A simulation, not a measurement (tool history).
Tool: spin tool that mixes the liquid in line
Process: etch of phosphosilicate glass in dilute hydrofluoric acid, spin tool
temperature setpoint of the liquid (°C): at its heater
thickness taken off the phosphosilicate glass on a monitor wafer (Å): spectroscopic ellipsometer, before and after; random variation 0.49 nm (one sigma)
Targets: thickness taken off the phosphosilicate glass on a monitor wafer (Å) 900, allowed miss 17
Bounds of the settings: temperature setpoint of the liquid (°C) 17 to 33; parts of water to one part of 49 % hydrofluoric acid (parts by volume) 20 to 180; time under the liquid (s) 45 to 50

run,day,temperature setpoint of the liquid (°C),parts of water to one part of 49 % hydrofluoric acid (parts by volume),time under the liquid (s),thickness taken off the phosphosilicate glass on a monitor wafer (Å)
1,0,25,100,45,509.59
2,0.267,25,100,45,511.68
3,0.412,27,95,45,591.43
4,0.554,28.5,90,45,663.7
5,0.729,28.5,65,45,945.26
6,1.021,28.5,85,45,704.3
7,1.162,29.5,85,45,728.66
8,1.208,30.5,85,45,756.24
9,1.517,31,85,45,772.96
10,1.596,31.5,85,45,787.15
11,1.621,32,85,45,811.01

Which of these 4 next moves meets every target?
A,1.646,33,80,45,?
B,1.646,26,75,45,?
C,1.646,30.5,70,45,?
D,1.646,32,95,45,?

move,thickness taken off the phosphosilicate glass on a monitor wafer (Å)
A,898.56
B,737.79
C,948.89
D,712.61
A: meets every target
B: further off than the last run
C: takes the result that was furthest off past its target
D: further off than the last run
The right move is A.
